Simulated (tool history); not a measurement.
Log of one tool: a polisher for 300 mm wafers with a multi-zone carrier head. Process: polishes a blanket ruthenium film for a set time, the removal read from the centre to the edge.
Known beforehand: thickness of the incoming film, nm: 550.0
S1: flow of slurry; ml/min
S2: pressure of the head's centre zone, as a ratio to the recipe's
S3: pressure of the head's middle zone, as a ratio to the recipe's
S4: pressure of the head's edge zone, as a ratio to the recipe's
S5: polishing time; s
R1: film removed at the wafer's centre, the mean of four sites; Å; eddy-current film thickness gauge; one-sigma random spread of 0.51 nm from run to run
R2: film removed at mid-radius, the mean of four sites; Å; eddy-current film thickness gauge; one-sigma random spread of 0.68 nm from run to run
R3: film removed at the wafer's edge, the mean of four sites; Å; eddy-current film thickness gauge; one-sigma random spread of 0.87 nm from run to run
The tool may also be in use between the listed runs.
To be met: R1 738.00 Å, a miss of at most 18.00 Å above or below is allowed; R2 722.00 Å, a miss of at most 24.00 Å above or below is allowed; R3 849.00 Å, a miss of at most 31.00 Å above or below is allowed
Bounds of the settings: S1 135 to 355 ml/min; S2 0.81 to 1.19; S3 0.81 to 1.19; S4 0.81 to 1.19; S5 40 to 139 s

run,day,S1,S2,S3,S4,S5,R1,R2,R3
1,0.000,225,1.00,1.00,1.00,89,854.73,835.35,854.59
2,0.083,220,0.99,0.99,1.00,89,849.86,826.50,861.19
3,0.242,215,0.98,0.98,1.00,89,835.77,810.73,830.20
4,0.592,215,0.97,0.97,1.02,89,836.78,807.30,850.92
5,0.829,215,0.97,0.97,1.05,89,831.77,797.02,858.41
6,0.908,215,0.97,0.97,1.05,109,1024.20,994.05,1055.60
7,1.154,210,0.95,0.96,1.05,107,974.20,978.51,1041.30
8,1.371,205,0.94,0.95,1.05,105,941.87,933.74,1015.50
9,1.462,160,0.84,0.85,0.95,94,732.32,745.63,856.81

Which of these 4 next moves meets every target?
A,1.554,145,0.85,0.88,0.97,96,?,?,?
B,1.554,145,0.85,0.86,1.04,90,?,?,?
C,1.554,170,0.86,0.83,0.98,92,?,?,?
D,1.554,170,0.81,0.87,0.98,97,?,?,?

move,R1,R2,R3
A,749.40,778.94,884.50
B,702.47,716.47,857.90
C,741.10,724.12,863.56
D,735.75,793.78,910.01
A: the biggest miss grows against the last run
B: brings the last run's worst result on target, with another outside its allowed miss
C: hits every target within its allowed miss
D: the biggest miss grows against the last run
C is the move that brings every result within its allowed miss.

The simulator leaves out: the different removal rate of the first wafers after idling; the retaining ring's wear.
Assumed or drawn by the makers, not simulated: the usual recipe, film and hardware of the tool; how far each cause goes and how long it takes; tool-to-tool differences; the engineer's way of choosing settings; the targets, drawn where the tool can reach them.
